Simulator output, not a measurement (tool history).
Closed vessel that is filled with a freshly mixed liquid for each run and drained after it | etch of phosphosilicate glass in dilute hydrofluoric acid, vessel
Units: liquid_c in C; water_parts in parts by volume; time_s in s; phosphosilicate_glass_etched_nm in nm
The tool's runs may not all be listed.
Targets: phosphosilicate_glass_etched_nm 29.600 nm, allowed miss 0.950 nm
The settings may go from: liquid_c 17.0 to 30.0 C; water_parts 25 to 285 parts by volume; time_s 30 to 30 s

| run | day | liquid_c | water_parts | time_s | phosphosilicate_glass_etched_nm |
|---|---|---|---|---|---|
| 1 | 0.000 | 22.0 | 155 | 30 | 19.603 |
| 2 | 0.038 | 24.5 | 155 | 30 | 21.172 |
| 3 | 0.221 | 24.5 | 125 | 30 | 27.907 |
| 4 | 0.462 | 21.0 | 125 | 30 | 23.908 |
| 5 | 0.742 | 21.5 | 125 | 30 | 24.581 |
| 6 | 0.958 | 19.0 | 125 | 30 | 22.121 |
| 7 | 1.033 | 20.0 | 125 | 30 | 23.010 |
| 8 | 1.392 | 20.5 | 125 | 30 | 23.437 |
| 9 | 1.625 | 21.0 | 125 | 30 | 23.937 |
| 10 | 1.842 | 21.5 | 125 | 30 | 24.372 |
| 11 | 2.017 | 22.0 | 125 | 30 | 24.974 |
| 12 | 2.388 | 22.5 | 125 | 30 | 25.498 |
| 13 | 2.696 | 23.0 | 125 | 30 | 25.486 |
| 14 | 2.821 | 23.5 | 125 | 30 | 26.437 |
| 15 | 3.012 | 24.0 | 125 | 30 | 27.292 |
| 16 | 3.171 | 25.0 | 125 | 30 | 28.020 |
| 17 | 3.254 | 25.5 | 125 | 30 | 28.493 |

5 next moves are on the table. One of them brings every result within its allowed miss. Which?
| A | 3.338 | 23.5 | 120 | 30 | ? |
| B | 3.338 | 25.0 | 130 | 30 | ? |
| C | 3.338 | 28.0 | 130 | 30 | ? |
| D | 3.338 | 26.5 | 135 | 30 | ? |
| E | 3.338 | 26.0 | 130 | 30 | ? |

| move | phosphosilicate_glass_etched_nm |
|---|---|
| A | 27.256 |
| B | 26.352 |
| C | 29.520 |
| D | 26.703 |
| E | 27.379 |
A: further off than the last run
B: further off than the last run
C: meets every target
D: further off than the last run
E: further off than the last run
Move C is the one to make.
